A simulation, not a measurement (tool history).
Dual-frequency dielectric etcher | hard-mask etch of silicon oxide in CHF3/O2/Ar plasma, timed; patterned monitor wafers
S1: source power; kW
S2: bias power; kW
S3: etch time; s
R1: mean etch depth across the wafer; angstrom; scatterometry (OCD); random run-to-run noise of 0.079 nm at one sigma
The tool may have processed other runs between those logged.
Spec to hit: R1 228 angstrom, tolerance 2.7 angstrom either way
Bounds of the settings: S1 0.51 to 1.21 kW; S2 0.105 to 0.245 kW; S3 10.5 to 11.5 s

run	hour	S1	S2	S3	R1
1	0	0.86	0.175	11.5	254.09
2	5.3	0.86	0.163	11.5	249.81
3	7.2	0.86	0.177	11.5	255.48
4	13.2	0.86	0.204	11.5	266.13
5	14.7	0.96	0.204	11.5	278.54
6	23	0.87	0.204	11.5	267.5
7	30.9	0.82	0.203	11.5	258.65
8	31.6	0.79	0.202	11.5	254.22
9	35	0.76	0.202	11.5	250.28
10	41.6	0.74	0.202	11.5	245.64
11	43.8	0.72	0.202	11.5	245.9
12	49	0.54	0.198	11.5	212.31
13	52.3	0.55	0.198	11.5	215.18
14	56.5	0.56	0.198	11.5	216.07
15	63.6	0.57	0.198	11.5	217.33
16	67.9	0.69	0.2	11.5	239.02
17	73.4	0.68	0.2	11.5	237.03
18	74.7	0.67	0.2	11.5	234.84
19	76.8	0.66	0.2	11.5	233.69
20	79.2	0.6	0.199	11.5	224.96
21	81.3	0.61	0.199	11.5	225.41

Of the 5 settings listed for the next run, only one would bring every result within its allowed miss of target. Which one?
A	83.4	0.65	0.184	11.5	?
B	83.4	0.65	0.204	11	?
C	83.4	0.57	0.201	11.5	?
D	83.4	0.57	0.207	11.5	?
E	83.4	0.54	0.23	11.5	?

move	R1
A	226.14
B	222.52
C	217.89
D	219.71
E	220.77
A: every result lands within tolerance
B: the biggest miss grows against the last run
C: the biggest miss grows against the last run
D: the biggest miss grows against the last run
E: the biggest miss grows against the last run
Answer: A
